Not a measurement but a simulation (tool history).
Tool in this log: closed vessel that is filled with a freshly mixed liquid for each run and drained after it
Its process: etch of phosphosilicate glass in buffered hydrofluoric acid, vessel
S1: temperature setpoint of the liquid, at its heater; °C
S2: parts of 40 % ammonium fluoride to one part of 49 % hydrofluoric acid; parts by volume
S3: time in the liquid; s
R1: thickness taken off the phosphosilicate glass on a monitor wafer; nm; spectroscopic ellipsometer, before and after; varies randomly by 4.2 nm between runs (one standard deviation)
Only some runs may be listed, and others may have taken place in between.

run  hour    S1    S2   S3      R1
  1     0    21  11.5  105  343.92
  2     9    21     9  105  424.63
  3  14.5    21  10.5  105  377.86
  4  20.2    21    13  105  304.86
  5  29.3    21    10  105  395.22
  6  33.9  18.5    10  105  344.61
  7  36.1  22.5   9.5  105  443.73
  8  45.1    23   9.5  105  447.77

Estimate the outcome of run 9 from the log above:
  9  51.3  23.5  9.5  105   ?

Run 9 measured R1 463.34 nm.

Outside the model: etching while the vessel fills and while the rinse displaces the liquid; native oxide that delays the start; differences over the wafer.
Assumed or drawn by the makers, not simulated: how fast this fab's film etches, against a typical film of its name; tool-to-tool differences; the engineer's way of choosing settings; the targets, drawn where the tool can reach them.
